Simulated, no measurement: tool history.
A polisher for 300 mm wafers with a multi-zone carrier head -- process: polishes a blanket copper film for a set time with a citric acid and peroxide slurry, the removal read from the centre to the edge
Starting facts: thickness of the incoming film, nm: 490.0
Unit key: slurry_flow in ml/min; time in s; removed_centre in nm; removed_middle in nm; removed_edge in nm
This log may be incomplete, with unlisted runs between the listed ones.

run 1 hour=0 | slurry_flow=180 centre_zone=1 middle_zone=1 edge_zone=1 slurry_solids=1 time=39 | removed_centre=64.209 removed_middle=62.397 removed_edge=61.287
run 2 hour=4.9 | slurry_flow=180 centre_zone=1 middle_zone=1 edge_zone=1 slurry_solids=0.85 time=39 | removed_centre=61.608 removed_middle=60.196 removed_edge=59.773
run 3 hour=5.5 | slurry_flow=200 centre_zone=1.03 middle_zone=1.05 edge_zone=1.01 slurry_solids=0.95 time=39 | removed_centre=65.984 removed_middle=67.33 removed_edge=61.718
run 4 hour=12.3 | slurry_flow=200 centre_zone=1.03 middle_zone=1.05 edge_zone=1.01 slurry_solids=0.9 time=39 | removed_centre=64.566 removed_middle=65.182 removed_edge=61.342
run 5 hour=20.6 | slurry_flow=155 centre_zone=1.03 middle_zone=1.05 edge_zone=1.01 slurry_solids=0.9 time=39 | removed_centre=61.638 removed_middle=62.817 removed_edge=59.347
run 6 hour=27.8 | slurry_flow=155 centre_zone=1.08 middle_zone=1.05 edge_zone=1.01 slurry_solids=0.9 time=39 | removed_centre=65.015 removed_middle=62.045 removed_edge=59.33
run 7 hour=30.1 | slurry_flow=185 centre_zone=1.11 middle_zone=1.09 edge_zone=1.03 slurry_solids=0.95 time=39 | removed_centre=70.886 removed_middle=67.317 removed_edge=62.533
run 8 hour=32.4 | slurry_flow=205 centre_zone=1.12 middle_zone=1.12 edge_zone=1.03 slurry_solids=1 time=39 | removed_centre=73.054 removed_middle=70.836 removed_edge=63.311
run 9 hour=36.7 | slurry_flow=225 centre_zone=1.13 middle_zone=1.14 edge_zone=1.03 slurry_solids=1.05 time=39 | removed_centre=77.177 removed_middle=73.627 removed_edge=64.608
run 10 hour=45.5 | slurry_flow=235 centre_zone=1.12 middle_zone=1.15 edge_zone=1.03 slurry_solids=1.1 time=39 | removed_centre=75.427 removed_middle=74.272 removed_edge=65.992
run 11 hour=50.1 | slurry_flow=245 centre_zone=1.12 middle_zone=1.16 edge_zone=1 slurry_solids=1.15 time=40 | removed_centre=80.045 removed_middle=77.863 removed_edge=67.595
run 12 hour=55 | slurry_flow=255 centre_zone=1.11 middle_zone=1.17 edge_zone=0.97 slurry_solids=1.15 time=40 | removed_centre=79.88 removed_middle=80.401 removed_edge=67.433
run 13 hour=60.3 | slurry_flow=260 centre_zone=1.11 middle_zone=1.18 edge_zone=0.96 slurry_solids=1.15 time=40 | removed_centre=79.478 removed_middle=80.747 removed_edge=67.151

Run 14, settings as shown, results not yet in. Your forecast:
run 14 hour=63.7 | slurry_flow=265 centre_zone=1.11 middle_zone=1.18 edge_zone=0.95 slurry_solids=1.15 time=40 | removed_centre=? removed_middle=? removed_edge=?

removed_centre: 79.841 nm
removed_middle: 79.212 nm
removed_edge: 66.405 nm
